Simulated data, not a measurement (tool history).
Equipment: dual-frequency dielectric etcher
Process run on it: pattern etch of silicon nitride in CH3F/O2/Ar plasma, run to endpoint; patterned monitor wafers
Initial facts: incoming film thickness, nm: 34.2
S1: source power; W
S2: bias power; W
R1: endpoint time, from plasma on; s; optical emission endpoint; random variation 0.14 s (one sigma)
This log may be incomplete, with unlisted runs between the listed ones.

run,hour,S1,S2,R1
1,0.0,460,74,51.577
2,1.3,480,74,50.163
3,5.9,530,74,48.208
4,11.6,540,74,47.496
5,20.3,550,74,47.158
# hour 25.3: source power generator calibrated
6,25.3,500,74,50.580
7,30.5,520,74,49.423
8,33.7,540,74,48.685

Run 9 is up next; what results do you expect?
9,40.5,550,74,?

R1: 48.463 s
